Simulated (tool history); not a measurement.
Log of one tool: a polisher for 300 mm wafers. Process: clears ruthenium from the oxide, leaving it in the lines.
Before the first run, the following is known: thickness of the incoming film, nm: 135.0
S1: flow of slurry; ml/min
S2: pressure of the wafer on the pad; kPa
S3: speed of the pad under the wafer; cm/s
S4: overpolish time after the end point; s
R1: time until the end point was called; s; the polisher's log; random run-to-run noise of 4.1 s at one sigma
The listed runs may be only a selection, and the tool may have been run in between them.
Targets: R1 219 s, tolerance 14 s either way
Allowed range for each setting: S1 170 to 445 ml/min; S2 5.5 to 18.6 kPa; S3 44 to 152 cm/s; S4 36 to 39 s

run    day   S1    S2   S3  S4      R1
  1      0  285  11.7   98  36  159.45
  2  0.117  285  11.7   98  39  151.93
  3  0.154  285  11.7  112  39   132.3
  4  0.229  285  10.3  110  39  145.53
  5  0.288  285  10.3  110  36  148.14
  6  0.346  285  12.4  110  36  135.28
  7  0.621  285    11  106  36  147.21
  8  0.654  285  10.3  102  36   161.9
  9  0.725  285   9.7  100  36  178.06
 10  0.758  285     9  100  36  177.08
 11  0.883  285   8.3   98  36  187.19
 12  1.192  285   7.6   98  36  192.88

Pick the move, out of 5, that brings all results within their allowed miss; only one does.
  A  1.5  255  5.5  106  39   ?
  B  1.5  280   11  106  38   ?
  C  1.5  300  8.3  108  39   ?
  D  1.5  260    9  106  36   ?
  E  1.5  345    9  102  38   ?

move      R1
   A  210.12
   B  144.67
   C  166.37
   D  164.64
   E   166.2
A: each result inside its tolerance
B: misses by more than the last run did
C: misses by more than the last run did
D: misses by more than the last run did
E: misses by more than the last run did
A meets every target.
